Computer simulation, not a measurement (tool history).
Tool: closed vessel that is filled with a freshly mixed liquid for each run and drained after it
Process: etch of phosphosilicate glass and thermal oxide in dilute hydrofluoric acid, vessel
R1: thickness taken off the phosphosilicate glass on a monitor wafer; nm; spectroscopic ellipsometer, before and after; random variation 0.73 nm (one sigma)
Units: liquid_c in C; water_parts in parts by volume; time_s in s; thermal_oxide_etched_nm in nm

Run 1, hour 0: liquid_c 26 C, water_parts 45 parts by volume, time_s 60 s. Result: R1 212.18 nm, thermal_oxide_etched_nm 7.3705 nm.
Run 2, hour 2.3: liquid_c 24.5 C, water_parts 45 parts by volume, time_s 60 s. Result: R1 201.44 nm, thermal_oxide_etched_nm 6.903 nm.
Run 3, hour 9.7: liquid_c 23.5 C, water_parts 45 parts by volume, time_s 60 s. Result: R1 191.21 nm, thermal_oxide_etched_nm 6.68 nm.
Run 4, hour 10.8: liquid_c 22.5 C, water_parts 45 parts by volume, time_s 60 s. Result: R1 183.72 nm, thermal_oxide_etched_nm 6.4424 nm.
Run 5, hour 15.2: liquid_c 24.5 C, water_parts 45 parts by volume, time_s 60 s. Result: R1 199.56 nm, thermal_oxide_etched_nm 6.9496 nm.
Run 6, hour 24.1: liquid_c 23.5 C, water_parts 45 parts by volume, time_s 60 s. Result: R1 192.39 nm, thermal_oxide_etched_nm 6.6563 nm.
Run 7, hour 28: liquid_c 22.5 C, water_parts 45 parts by volume, time_s 60 s. Result: R1 183.35 nm, thermal_oxide_etched_nm 6.3713 nm.
Run 8, hour 36.5: liquid_c 21.5 C, water_parts 45 parts by volume, time_s 60 s. Result: R1 174.28 nm, thermal_oxide_etched_nm 6.1318 nm.

Run 9 comes next. What will it give?
Run 9, hour 38.2: liquid_c 18 C, water_parts 50 parts by volume, time_s 60 s. Result: R1 ?, thermal_oxide_etched_nm ?.

R1: 135.27 nm
thermal_oxide_etched_nm: 4.7435 nm
